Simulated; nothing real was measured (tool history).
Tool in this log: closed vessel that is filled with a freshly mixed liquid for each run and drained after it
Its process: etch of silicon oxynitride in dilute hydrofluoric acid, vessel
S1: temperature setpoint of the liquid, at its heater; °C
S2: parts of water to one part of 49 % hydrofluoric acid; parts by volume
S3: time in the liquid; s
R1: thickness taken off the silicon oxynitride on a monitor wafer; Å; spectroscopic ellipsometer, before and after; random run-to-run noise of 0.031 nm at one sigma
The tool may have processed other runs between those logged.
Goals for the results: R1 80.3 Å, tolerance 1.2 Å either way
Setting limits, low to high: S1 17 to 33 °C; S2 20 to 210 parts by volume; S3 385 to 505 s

run	hour	S1	S2	S3	R1
1	0	25	115	505	75.193
2	6.9	25	115	385	57.248
3	10.8	26	115	385	60.021
4	14.5	27	110	385	65.739
5	16.1	27	110	385	66.128
6	24.8	27	145	385	48.428
7	31.6	28	140	385	52.665
8	32.9	32	115	385	78.901

Below are 5 possible settings for the next run. Only one of them brings all results inside the allowed miss of their targets. Which is it?
A	34.2	32.5	125	410	?
B	34.2	31	125	450	?
C	34.2	31.5	125	425	?
D	34.2	33	150	490	?
E	34.2	32.5	125	405	?

move	R1
A	78.09
B	80.317
C	77.524
D	77.372
E	77.138
A: moves away from the targets compared with the last run
B: in spec on every target
C: moves away from the targets compared with the last run
D: moves away from the targets compared with the last run
E: moves away from the targets compared with the last run
So the answer is move B, the one that meets all the targets.
